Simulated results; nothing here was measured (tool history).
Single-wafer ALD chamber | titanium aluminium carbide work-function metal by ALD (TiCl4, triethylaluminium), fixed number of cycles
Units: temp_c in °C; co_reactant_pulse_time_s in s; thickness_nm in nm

{"run": 1, "day": 0.0, "temp_c": 310, "co_reactant_pulse_time_s": 7.68, "thickness_nm": 1.9903}
{"run": 2, "day": 0.108, "temp_c": 305, "co_reactant_pulse_time_s": 6.68, "thickness_nm": 1.8791}
{"run": 3, "day": 0.375, "temp_c": 305, "co_reactant_pulse_time_s": 8.11, "thickness_nm": 1.9548}
{"run": 4, "day": 0.704, "temp_c": 312, "co_reactant_pulse_time_s": 8.11, "thickness_nm": 2.0354}
{"run": 5, "day": 0.779, "temp_c": 321, "co_reactant_pulse_time_s": 8.11, "thickness_nm": 2.0798}
{"run": 6, "day": 0.838, "temp_c": 315, "co_reactant_pulse_time_s": 6.8, "thickness_nm": 1.964}
{"run": 7, "day": 1.079, "temp_c": 310, "co_reactant_pulse_time_s": 5.96, "thickness_nm": 1.8902}

Run 8 comes next. What will it give?
{"run": 8, "day": 1.171, "temp_c": 298, "co_reactant_pulse_time_s": 3.5, "thickness_nm": "?"}

thickness_nm: 1.4843 nm
